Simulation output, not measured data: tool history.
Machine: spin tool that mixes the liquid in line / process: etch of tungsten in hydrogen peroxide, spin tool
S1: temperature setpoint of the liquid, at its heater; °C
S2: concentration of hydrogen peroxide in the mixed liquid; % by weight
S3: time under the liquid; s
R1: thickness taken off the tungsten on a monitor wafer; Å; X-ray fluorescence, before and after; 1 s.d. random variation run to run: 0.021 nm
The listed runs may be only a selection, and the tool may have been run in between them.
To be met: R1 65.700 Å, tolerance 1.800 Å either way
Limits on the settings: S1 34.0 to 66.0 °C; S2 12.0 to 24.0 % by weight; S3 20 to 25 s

Run 1, hour 0.0: S1 50.0 °C, S2 16.0 % by weight, S3 25 s. Result: R1 178.090 Å.
Run 2, hour 4.0: S1 50.0 °C, S2 16.0 % by weight, S3 20 s. Result: R1 143.420 Å.
Run 3, hour 11.1: S1 46.0 °C, S2 16.0 % by weight, S3 20 s. Result: R1 111.760 Å.
Run 4, hour 18.0: S1 46.0 °C, S2 18.5 % by weight, S3 20 s. Result: R1 119.510 Å.
Run 5, hour 25.9: S1 46.0 °C, S2 22.0 % by weight, S3 20 s. Result: R1 129.820 Å.
Run 6, hour 26.9: S1 46.0 °C, S2 24.0 % by weight, S3 20 s. Result: R1 135.840 Å.
Run 7, hour 35.2: S1 38.0 °C, S2 23.5 % by weight, S3 20 s. Result: R1 80.149 Å.
Run 8, hour 41.0: S1 37.0 °C, S2 23.5 % by weight, S3 20 s. Result: R1 75.375 Å.
Run 9, hour 44.3: S1 36.5 °C, S2 23.5 % by weight, S3 20 s. Result: R1 73.165 Å.
Run 10, hour 52.6: S1 36.0 °C, S2 23.5 % by weight, S3 20 s. Result: R1 70.537 Å.
Run 11, hour 61.4: S1 35.5 °C, S2 23.5 % by weight, S3 20 s. Result: R1 67.894 Å.

Pick the move, out of 4, that brings all results within their allowed miss; only one does.
Run A, hour 70.2: S1 36.0 °C, S2 23.5 % by weight, S3 20 s. Result: R1 ?.
Run B, hour 70.2: S1 35.0 °C, S2 23.0 % by weight, S3 20 s. Result: R1 ?.
Run C, hour 70.2: S1 36.0 °C, S2 24.0 % by weight, S3 20 s. Result: R1 ?.
Run D, hour 70.2: S1 37.0 °C, S2 21.0 % by weight, S3 20 s. Result: R1 ?.

move      R1
   A  70.691
   B  65.403
   C  71.440
   D  71.425
A: the biggest miss grows against the last run
B: every result within its allowed miss
C: the biggest miss grows against the last run
D: the biggest miss grows against the last run
Correct choice: B, which meets every target
